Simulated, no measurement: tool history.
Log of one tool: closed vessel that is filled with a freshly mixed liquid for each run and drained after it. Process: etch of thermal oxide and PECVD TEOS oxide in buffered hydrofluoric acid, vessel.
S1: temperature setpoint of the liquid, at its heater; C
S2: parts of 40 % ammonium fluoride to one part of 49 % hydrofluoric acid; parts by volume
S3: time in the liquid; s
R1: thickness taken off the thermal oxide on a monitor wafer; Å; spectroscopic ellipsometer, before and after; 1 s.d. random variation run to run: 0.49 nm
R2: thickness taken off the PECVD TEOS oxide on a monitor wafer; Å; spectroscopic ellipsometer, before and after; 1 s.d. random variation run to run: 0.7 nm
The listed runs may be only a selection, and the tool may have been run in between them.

run	hour	S1	S2	S3	R1	R2
1	0.0	24.0	15.5	60	443.52	665.91
2	6.2	24.0	15.5	40	297.22	437.31
3	13.0	26.5	14.0	40	365.59	562.79
4	13.6	26.5	14.0	60	559.80	844.37
5	18.8	26.5	14.0	70	660.87	959.31
6	20.5	26.5	10.5	70	849.37	1298.40
7	23.7	26.5	10.5	70	864.23	1273.10
8	28.2	24.5	10.5	70	782.82	1159.20
9	32.7	23.0	10.5	70	719.95	1062.20
10	38.3	22.0	10.5	70	678.22	1019.80

What does the tool deliver on the next run?
11	45.3	21.0	10.5	70	?	?

{"run 11": {"R1": 639.09, "R2": 961.96}}
